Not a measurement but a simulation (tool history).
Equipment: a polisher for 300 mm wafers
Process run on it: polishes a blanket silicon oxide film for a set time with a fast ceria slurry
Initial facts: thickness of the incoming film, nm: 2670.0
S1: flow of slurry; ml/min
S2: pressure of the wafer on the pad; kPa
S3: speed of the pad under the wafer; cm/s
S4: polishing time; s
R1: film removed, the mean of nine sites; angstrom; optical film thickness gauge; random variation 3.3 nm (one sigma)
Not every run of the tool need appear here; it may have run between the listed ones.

{"run": 1, "hour": 0.0, "S1": 275, "S2": 22.8, "S3": 124, "S4": 53, "R1": 15993}
{"run": 2, "hour": 7.3, "S1": 245, "S2": 19.3, "S3": 106, "S4": 53, "R1": 11657}
{"run": 3, "hour": 9.0, "S1": 245, "S2": 19.3, "S3": 92, "S4": 53, "R1": 10173}
{"run": 4, "hour": 13.5, "S1": 235, "S2": 17.2, "S3": 82, "S4": 53, "R1": 8092.6}
{"run": 5, "hour": 18.9, "S1": 235, "S2": 15.2, "S3": 78, "S4": 53, "R1": 6715.9}
{"run": 6, "hour": 19.8, "S1": 235, "S2": 17.9, "S3": 78, "S4": 53, "R1": 7996.8}
{"run": 7, "hour": 22.4, "S1": 235, "S2": 15.9, "S3": 76, "S4": 53, "R1": 7022.8}
{"run": 8, "hour": 27.9, "S1": 235, "S2": 14.5, "S3": 74, "S4": 53, "R1": 6177.3}
{"run": 9, "hour": 33.5, "S1": 235, "S2": 13.8, "S3": 74, "S4": 53, "R1": 5951.7}
{"run": 10, "hour": 36.2, "S1": 235, "S2": 13.1, "S3": 74, "S4": 53, "R1": 5591.6}
{"run": 11, "hour": 37.2, "S1": 235, "S2": 13.1, "S3": 74, "S4": 53, "R1": 5675.6}
{"run": 12, "hour": 45.7, "S1": 235, "S2": 12.4, "S3": 74, "S4": 53, "R1": 5320.2}

For run 13, what comes out?
{"run": 13, "hour": 54.6, "S1": 235, "S2": 11.7, "S3": 74, "S4": 53, "R1": "?"}

Run 13 yielded R1 5055.2 angstrom.
